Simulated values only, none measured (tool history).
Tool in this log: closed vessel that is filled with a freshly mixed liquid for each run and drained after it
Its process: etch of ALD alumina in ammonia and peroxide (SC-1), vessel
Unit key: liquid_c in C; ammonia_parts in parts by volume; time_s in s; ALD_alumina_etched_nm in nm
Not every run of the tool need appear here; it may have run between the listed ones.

run    day  liquid_c  ammonia_parts  time_s  ALD_alumina_etched_nm
  1  0.000      57.0           0.50     475                 19.922
  2  0.312      55.0           0.50     475                 18.005
  3  0.454      55.0           0.35     475                 17.289
  4  0.625      53.5           0.35     475                 15.654
  5  0.788      52.5           0.35     475                 15.329
  6  0.842      52.5           0.45     475                 15.484

For run 7, what comes out?
  7  0.958      51.5           0.45     475                      ?

For run 7 the tool returned ALD_alumina_etched_nm 14.578 nm.
